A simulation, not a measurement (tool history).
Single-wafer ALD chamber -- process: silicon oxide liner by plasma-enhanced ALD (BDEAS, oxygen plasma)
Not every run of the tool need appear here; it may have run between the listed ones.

run	hour	heater temperature setpoint (deg C)	number of ALD cycles (cycles)	mean film thickness on the monitor wafer (angstrom)
1	0.0	315	37	33.677
2	3.9	322	37	33.382
3	7.4	322	42	37.710
4	14.2	323	40	36.182
5	18.3	329	40	35.182
6	21.0	330	39	34.527
7	23.0	331	38	33.552
8	26.3	331	38	33.567

What will run 9 give?
9	31.9	332	37	?

mean film thickness on the monitor wafer (angstrom): 32.825
